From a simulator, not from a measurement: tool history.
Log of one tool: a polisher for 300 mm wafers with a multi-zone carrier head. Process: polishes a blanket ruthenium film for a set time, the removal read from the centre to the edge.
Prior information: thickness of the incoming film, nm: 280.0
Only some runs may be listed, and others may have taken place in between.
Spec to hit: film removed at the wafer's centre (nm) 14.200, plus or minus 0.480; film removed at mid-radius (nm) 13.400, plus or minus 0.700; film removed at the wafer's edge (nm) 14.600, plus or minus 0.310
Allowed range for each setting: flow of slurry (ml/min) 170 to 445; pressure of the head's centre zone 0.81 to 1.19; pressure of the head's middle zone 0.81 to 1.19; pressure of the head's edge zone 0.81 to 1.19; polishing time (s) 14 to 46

run,day,flow of slurry (ml/min),pressure of the head's centre zone,pressure of the head's middle zone,pressure of the head's edge zone,polishing time (s),film removed at the wafer's centre (nm),film removed at mid-radius (nm),film removed at the wafer's edge (nm)
1,0.000,285,1.00,1.00,1.00,30,20.805,21.089,21.379
2,0.196,285,1.00,0.94,1.00,30,20.660,20.436,21.316
3,0.562,280,1.00,0.92,0.99,29,20.357,19.105,20.597
4,0.854,280,1.00,0.92,0.99,32,22.096,21.096,22.635
5,0.967,275,0.99,0.91,0.97,31,20.961,19.826,21.433
6,1.058,275,1.07,0.91,0.97,31,22.835,20.053,21.796
7,1.354,270,1.05,0.90,0.95,30,21.814,19.383,20.796
8,1.662,265,1.03,0.89,0.94,29,20.424,18.581,19.865

Consider the 5 candidate settings below. Which is the only one whose results all fall within their allowed miss of target?
A,1.971,245,0.98,0.81,0.97,21,?,?,?
B,1.971,195,0.98,0.96,0.98,20,?,?,?
C,1.971,245,0.91,0.83,0.86,22,?,?,?
D,1.971,190,0.94,0.84,1.03,20,?,?,?
E,1.971,245,0.82,0.85,1.02,25,?,?,?

move,film removed at the wafer's centre (nm),film removed at mid-radius (nm),film removed at the wafer's edge (nm)
A,13.978,12.518,14.629
B,13.021,13.392,13.749
C,13.877,13.376,14.591
D,12.585,11.990,14.041
E,14.648,15.495,17.784
A: corrects the largest miss of the last run, while another result sits out of spec
B: takes the biggest miss from the last run beyond its target
C: every result lands within tolerance
D: takes the biggest miss from the last run beyond its target
E: moves toward the targets from the last run without getting all of them in spec
C meets every target.
